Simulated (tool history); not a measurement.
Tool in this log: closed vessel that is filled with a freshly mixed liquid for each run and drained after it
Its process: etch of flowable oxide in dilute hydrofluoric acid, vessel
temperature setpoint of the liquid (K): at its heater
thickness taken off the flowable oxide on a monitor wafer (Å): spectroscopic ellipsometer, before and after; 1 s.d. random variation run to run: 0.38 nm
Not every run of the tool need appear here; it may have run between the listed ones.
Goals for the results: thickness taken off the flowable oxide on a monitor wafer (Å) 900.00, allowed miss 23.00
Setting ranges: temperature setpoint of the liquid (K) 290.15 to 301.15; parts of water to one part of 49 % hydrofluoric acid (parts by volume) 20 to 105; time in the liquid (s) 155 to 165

run	hour	temperature setpoint of the liquid (K)	parts of water to one part of 49 % hydrofluoric acid (parts by volume)	time in the liquid (s)	thickness taken off the flowable oxide on a monitor wafer (Å)
1	0.0	293.15	55	155	762.80
2	1.6	293.65	55	155	780.48
3	7.5	293.65	35	155	1257.70
4	16.4	293.15	35	155	1235.80
5	17.5	293.15	35	155	1223.90
6	22.4	292.65	35	155	1195.50
7	24.7	292.15	35	155	1180.10
8	26.5	290.15	45	155	825.65
9	34.0	290.15	45	155	830.67
10	36.3	291.15	45	155	865.98

5 next moves are on the table. One of them brings every result within its allowed miss. Which?
A	38.6	292.15	45	165	?
B	38.6	294.65	50	155	?
C	38.6	290.65	40	155	?
D	38.6	294.15	45	155	?
E	38.6	291.65	45	165	?

move	thickness taken off the flowable oxide on a monitor wafer (Å)
A	961.49
B	898.48
C	957.77
D	983.59
E	941.02
A: carries the result that was furthest off beyond its target, to the other side
B: every result within its allowed miss
C: carries the result that was furthest off beyond its target, to the other side
D: carries the result that was furthest off beyond its target, to the other side
E: carries the result that was furthest off beyond its target, to the other side
Go with B: it meets all targets.
